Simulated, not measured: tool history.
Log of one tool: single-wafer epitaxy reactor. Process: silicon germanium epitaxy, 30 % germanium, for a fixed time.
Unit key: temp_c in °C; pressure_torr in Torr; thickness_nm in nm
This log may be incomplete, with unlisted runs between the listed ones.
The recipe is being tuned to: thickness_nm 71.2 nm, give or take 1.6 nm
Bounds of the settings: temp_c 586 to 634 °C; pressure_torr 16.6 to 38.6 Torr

{"run": 1, "day": 0.0, "temp_c": 610, "pressure_torr": 27.6, "thickness_nm": 87.342}
{"run": 2, "day": 0.267, "temp_c": 608, "pressure_torr": 27.5, "thickness_nm": 84.551}
{"run": 3, "day": 0.588, "temp_c": 606, "pressure_torr": 27.4, "thickness_nm": 81.847}
{"run": 4, "day": 0.854, "temp_c": 606, "pressure_torr": 29.3, "thickness_nm": 83.603}
{"run": 5, "day": 1.033, "temp_c": 604, "pressure_torr": 29.2, "thickness_nm": 80.752}
{"run": 6, "day": 1.267, "temp_c": 603, "pressure_torr": 29.1, "thickness_nm": 80.081}
{"run": 7, "day": 1.504, "temp_c": 603, "pressure_torr": 29.1, "thickness_nm": 79.748}
{"run": 8, "day": 1.825, "temp_c": 602, "pressure_torr": 29, "thickness_nm": 78.457}
{"run": 9, "day": 2.158, "temp_c": 601, "pressure_torr": 28.9, "thickness_nm": 76.835}
{"run": 10, "day": 2.438, "temp_c": 601, "pressure_torr": 28.9, "thickness_nm": 77.349}

Below are 4 possible settings for the next run. Only one of them brings all results inside the allowed miss of their targets. Which is it?
{"run": "A", "day": 2.717, "temp_c": 597, "pressure_torr": 32, "thickness_nm": "?"}
{"run": "B", "day": 2.717, "temp_c": 598, "pressure_torr": 29.6, "thickness_nm": "?"}
{"run": "C", "day": 2.717, "temp_c": 595, "pressure_torr": 29.8, "thickness_nm": "?"}
{"run": "D", "day": 2.717, "temp_c": 590, "pressure_torr": 30.6, "thickness_nm": "?"}

move=A thickness_nm=75.445
move=B thickness_nm=74.374
move=C thickness_nm=71.044
move=D thickness_nm=66.172
A: better than the last run, though not everything is in spec
B: better than the last run, though not everything is in spec
C: hits every target within its allowed miss
D: carries the result that was furthest off beyond its target, to the other side
C is the move that brings every result within its allowed miss.

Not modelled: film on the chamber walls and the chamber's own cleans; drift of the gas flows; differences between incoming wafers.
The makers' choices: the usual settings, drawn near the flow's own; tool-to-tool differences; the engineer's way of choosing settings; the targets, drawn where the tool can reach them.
